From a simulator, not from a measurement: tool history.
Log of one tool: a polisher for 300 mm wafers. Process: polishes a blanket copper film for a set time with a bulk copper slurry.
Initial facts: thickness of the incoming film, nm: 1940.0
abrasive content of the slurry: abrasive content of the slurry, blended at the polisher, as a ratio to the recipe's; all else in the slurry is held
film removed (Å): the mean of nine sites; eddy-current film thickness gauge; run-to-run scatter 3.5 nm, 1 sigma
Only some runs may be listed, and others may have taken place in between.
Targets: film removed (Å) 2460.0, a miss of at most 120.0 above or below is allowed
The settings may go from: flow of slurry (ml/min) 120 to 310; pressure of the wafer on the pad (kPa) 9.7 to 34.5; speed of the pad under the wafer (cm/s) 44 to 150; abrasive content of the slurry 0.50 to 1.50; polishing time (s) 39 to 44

run	hour	flow of slurry (ml/min)	pressure of the wafer on the pad (kPa)	speed of the pad under the wafer (cm/s)	abrasive content of the slurry	polishing time (s)	film removed (Å)
1	0.0	200	22.1	96	1.00	44	4471.4
2	7.9	200	22.1	86	1.00	44	4094.7
3	10.2	200	22.1	86	1.15	44	4306.2
4	12.6	200	22.1	86	1.15	39	3850.3
5	18.5	200	22.1	86	1.15	39	3797.9
6	21.7	200	22.1	96	1.15	39	4252.5
7	25.3	200	19.3	94	1.15	39	3761.2
8	34.2	200	16.5	92	1.15	39	3107.4

Which single option among these 5 for the next run brings every result within its allowed miss of target? Just one does.
A	43.1	200	11.7	96	1.15	39	?
B	43.1	225	11.0	88	1.05	39	?
C	43.1	245	11.7	82	1.15	39	?
D	43.1	130	11.0	92	1.20	39	?
E	43.1	205	15.2	62	1.45	39	?

move	film removed (Å)
A	2533.8
B	2190.0
C	2223.2
D	2221.5
E	2191.4
A: in spec on every target
B: carries the result that was furthest off beyond its target, to the other side
C: carries the result that was furthest off beyond its target, to the other side
D: carries the result that was furthest off beyond its target, to the other side
E: carries the result that was furthest off beyond its target, to the other side
The right move is A.
